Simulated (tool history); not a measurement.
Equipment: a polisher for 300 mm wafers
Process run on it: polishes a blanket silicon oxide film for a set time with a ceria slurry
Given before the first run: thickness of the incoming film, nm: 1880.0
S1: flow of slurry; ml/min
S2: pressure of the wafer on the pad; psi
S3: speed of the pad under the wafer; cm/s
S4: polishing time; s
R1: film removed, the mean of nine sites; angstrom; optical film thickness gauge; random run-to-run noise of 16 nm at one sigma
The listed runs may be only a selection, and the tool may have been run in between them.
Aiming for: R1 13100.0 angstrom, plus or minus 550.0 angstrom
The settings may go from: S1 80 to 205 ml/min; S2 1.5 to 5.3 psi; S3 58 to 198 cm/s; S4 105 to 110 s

| run | day | S1 | S2 | S3 | S4 | R1 |
|---|---|---|---|---|---|---|
| 1 | 0.000 | 135 | 3.4 | 128 | 105 | 7080.6 |
| 2 | 0.129 | 135 | 3.4 | 110 | 105 | 6036.4 |
| 3 | 0.442 | 135 | 3.8 | 114 | 105 | 6961.0 |
| 4 | 0.562 | 135 | 3.8 | 88 | 105 | 5503.6 |
| 5 | 0.688 | 135 | 4.1 | 98 | 105 | 6519.1 |
| 6 | 0.762 | 135 | 4.7 | 98 | 105 | 7318.4 |
| 7 | 0.788 | 135 | 4.8 | 108 | 105 | 8505.9 |
| 8 | 0.979 | 135 | 4.9 | 114 | 105 | 9132.9 |
| 9 | 1.208 | 135 | 5.0 | 120 | 105 | 9924.1 |

Of the 4 settings listed for the next run, only one would bring every result within its allowed miss of target. Which one?
| A | 1.438 | 130 | 4.7 | 86 | 105 | ? |
| B | 1.438 | 150 | 5.3 | 144 | 108 | ? |
| C | 1.438 | 135 | 4.4 | 90 | 105 | ? |
| D | 1.438 | 110 | 4.4 | 96 | 105 | ? |

| move | R1 |
|---|---|
| A | 6629.1 |
| B | 12985.0 |
| C | 6544.3 |
| D | 6634.3 |
A: the biggest miss grows against the last run
B: every result within its allowed miss
C: the biggest miss grows against the last run
D: the biggest miss grows against the last run
Move B is the one to make.

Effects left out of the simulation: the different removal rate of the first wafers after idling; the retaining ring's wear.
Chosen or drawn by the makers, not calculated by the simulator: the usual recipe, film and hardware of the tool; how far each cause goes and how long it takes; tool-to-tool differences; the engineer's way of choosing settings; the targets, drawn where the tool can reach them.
